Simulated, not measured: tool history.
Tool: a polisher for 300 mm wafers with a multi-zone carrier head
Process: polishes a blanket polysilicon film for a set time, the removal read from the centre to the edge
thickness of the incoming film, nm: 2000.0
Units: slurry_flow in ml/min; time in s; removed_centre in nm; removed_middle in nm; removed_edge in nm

run 1 day=0.000 | slurry_flow=195 centre_zone=1.00 middle_zone=1.00 edge_zone=1.00 time=76 | removed_centre=536.38 removed_middle=538.08 removed_edge=523.59
run 2 day=0.154 | slurry_flow=195 centre_zone=1.00 middle_zone=1.00 edge_zone=0.94 time=76 | removed_centre=536.54 removed_middle=546.77 removed_edge=509.14
run 3 day=0.292 | slurry_flow=195 centre_zone=1.00 middle_zone=1.00 edge_zone=0.94 time=60 | removed_centre=425.50 removed_middle=414.99 removed_edge=412.89
run 4 day=0.471 | slurry_flow=200 centre_zone=1.00 middle_zone=1.01 edge_zone=0.97 time=63 | removed_centre=450.34 removed_middle=461.98 removed_edge=439.65
run 5 day=0.629 | slurry_flow=200 centre_zone=1.00 middle_zone=1.01 edge_zone=0.89 time=63 | removed_centre=453.75 removed_middle=468.68 removed_edge=419.12
run 6 day=0.688 | slurry_flow=205 centre_zone=1.01 middle_zone=1.03 edge_zone=0.93 time=66 | removed_centre=474.22 removed_middle=482.22 removed_edge=444.84
run 7 day=0.929 | slurry_flow=205 centre_zone=1.01 middle_zone=1.03 edge_zone=0.93 time=66 | removed_centre=475.36 removed_middle=473.75 removed_edge=447.85
run 8 day=1.046 | slurry_flow=210 centre_zone=1.00 middle_zone=1.03 edge_zone=0.94 time=69 | removed_centre=497.69 removed_middle=504.30 removed_edge=475.68
run 9 day=1.088 | slurry_flow=220 centre_zone=1.00 middle_zone=1.05 edge_zone=0.95 time=71 | removed_centre=514.52 removed_middle=533.98 removed_edge=489.64
run 10 day=1.317 | slurry_flow=220 centre_zone=1.00 middle_zone=1.05 edge_zone=0.95 time=71 | removed_centre=508.66 removed_middle=531.86 removed_edge=482.84
run 11 day=1.571 | slurry_flow=225 centre_zone=1.00 middle_zone=1.06 edge_zone=0.98 time=73 | removed_centre=531.54 removed_middle=555.59 removed_edge=514.04
run 12 day=1.888 | slurry_flow=235 centre_zone=1.00 middle_zone=1.07 edge_zone=1.00 time=74 | removed_centre=537.06 removed_middle=574.72 removed_edge=530.72
run 13 day=1.979 | slurry_flow=240 centre_zone=1.01 middle_zone=1.08 edge_zone=1.02 time=75 | removed_centre=556.93 removed_middle=585.20 removed_edge=544.31
run 14 day=2.071 | slurry_flow=245 centre_zone=1.01 middle_zone=1.09 edge_zone=1.04 time=75 | removed_centre=556.90 removed_middle=595.41 removed_edge=545.62
run 15 day=2.129 | slurry_flow=250 centre_zone=1.01 middle_zone=1.09 edge_zone=1.06 time=76 | removed_centre=565.58 removed_middle=597.20 removed_edge=570.15
run 16 day=2.296 | slurry_flow=250 centre_zone=1.01 middle_zone=1.09 edge_zone=1.06 time=76 | removed_centre=564.89 removed_middle=588.48 removed_edge=559.28
run 17 day=2.483 | slurry_flow=255 centre_zone=1.01 middle_zone=1.10 edge_zone=1.07 time=77 | removed_centre=574.22 removed_middle=599.82 removed_edge=567.18

Run 18 comes next. What will it give?
run 18 day=2.733 | slurry_flow=260 centre_zone=1.01 middle_zone=1.11 edge_zone=1.08 time=78 | removed_centre=? removed_middle=? removed_edge=?

{"run 18": {"removed_centre": 577.4, "removed_middle": 628.69, "removed_edge": 577.78}}
